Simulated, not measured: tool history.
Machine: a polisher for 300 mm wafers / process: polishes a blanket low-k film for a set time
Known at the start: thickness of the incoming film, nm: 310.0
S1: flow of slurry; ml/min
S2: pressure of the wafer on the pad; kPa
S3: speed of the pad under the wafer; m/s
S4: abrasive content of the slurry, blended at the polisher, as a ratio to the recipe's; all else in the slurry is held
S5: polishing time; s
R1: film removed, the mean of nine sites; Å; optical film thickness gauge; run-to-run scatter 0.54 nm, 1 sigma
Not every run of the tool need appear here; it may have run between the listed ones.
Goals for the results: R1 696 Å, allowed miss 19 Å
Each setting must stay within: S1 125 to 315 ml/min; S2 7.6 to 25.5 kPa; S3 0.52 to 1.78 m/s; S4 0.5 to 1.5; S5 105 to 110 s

run	hour	S1	S2	S3	S4	S5	R1
1	0	205	16.5	1.14	1	105	515.59
2	0.8	165	16.5	1.14	1	105	501.69
3	4.8	175	17.9	1.14	1	105	542.81
4	8.7	175	14.5	1.14	1	105	454.33
5	9.9	175	14.5	1.42	1	105	523.77
6	11.9	140	14.5	1.42	1	105	517.2
7	14.1	145	18.6	1.44	1	105	627.05
8	22.8	155	19.3	1.44	1	105	659.31
9	28.4	160	19.3	1.44	1	105	670.52

Which of these 5 next moves meets every target?
A	34	140	18.6	1.52	0.9	108	?
B	34	190	21.4	1.2	1.15	110	?
C	34	180	25.5	1.18	0.95	106	?
D	34	215	17.2	1.66	1	105	?
E	34	200	21.4	1.3	1.1	107	?

move	R1
A	638.48
B	741.24
C	732.39
D	695.85
E	747.49
A: the biggest miss grows against the last run
B: the result that was furthest off in the last run now lies on the other side of its target
C: the result that was furthest off in the last run now lies on the other side of its target
D: every result within its allowed miss
E: the result that was furthest off in the last run now lies on the other side of its target
The move that meets every target is D.

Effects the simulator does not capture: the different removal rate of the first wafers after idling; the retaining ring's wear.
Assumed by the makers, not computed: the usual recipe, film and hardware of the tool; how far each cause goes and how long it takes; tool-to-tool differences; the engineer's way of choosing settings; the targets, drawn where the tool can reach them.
